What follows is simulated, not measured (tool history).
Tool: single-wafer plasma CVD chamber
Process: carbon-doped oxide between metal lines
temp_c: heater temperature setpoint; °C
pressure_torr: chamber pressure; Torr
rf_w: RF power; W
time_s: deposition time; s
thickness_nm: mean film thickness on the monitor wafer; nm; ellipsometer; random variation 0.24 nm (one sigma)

run 1 hour=0 | temp_c=340 pressure_torr=6.95 rf_w=430 time_s=15 | thickness_nm=80.862
run 2 hour=1.5 | temp_c=340 pressure_torr=6.95 rf_w=385 time_s=15 | thickness_nm=73.54
run 3 hour=7.1 | temp_c=340 pressure_torr=6.95 rf_w=385 time_s=15 | thickness_nm=73.537
run 4 hour=14.9 | temp_c=344 pressure_torr=6.74 rf_w=380 time_s=15 | thickness_nm=71.744
run 5 hour=23.5 | temp_c=344 pressure_torr=6.74 rf_w=335 time_s=15 | thickness_nm=64.471
run 6 hour=30.9 | temp_c=342 pressure_torr=6.85 rf_w=335 time_s=15 | thickness_nm=64.898

Forecast run 7:
run 7 hour=37.9 | temp_c=340 pressure_torr=6.95 rf_w=335 time_s=15 | thickness_nm=?

{"run 7": {"thickness_nm": 65.451}}
